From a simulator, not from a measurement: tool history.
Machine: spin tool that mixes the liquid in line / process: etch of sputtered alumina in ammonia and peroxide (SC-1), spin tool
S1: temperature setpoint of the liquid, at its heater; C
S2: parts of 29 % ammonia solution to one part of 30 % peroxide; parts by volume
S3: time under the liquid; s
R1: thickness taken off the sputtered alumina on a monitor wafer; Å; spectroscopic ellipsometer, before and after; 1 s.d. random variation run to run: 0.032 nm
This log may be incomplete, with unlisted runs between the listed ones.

run 1 hour=0.0 | S1=46.0 S2=0.6 S3=285 | R1=120.48
run 2 hour=1.6 | S1=45.5 S2=0.6 S3=285 | R1=116.83
run 3 hour=9.8 | S1=45.5 S2=0.7 S3=285 | R1=118.70
run 4 hour=11.5 | S1=45.5 S2=0.7 S3=305 | R1=126.91
run 5 hour=15.9 | S1=44.5 S2=0.7 S3=305 | R1=120.10
run 6 hour=17.3 | S1=44.0 S2=0.7 S3=305 | R1=116.65
run 7 hour=23.5 | S1=43.5 S2=0.7 S3=305 | R1=112.90

What does the tool deliver on the next run?
run 8 hour=24.8 | S1=43.0 S2=0.7 S3=305 | R1=?

R1: 110.23 Å
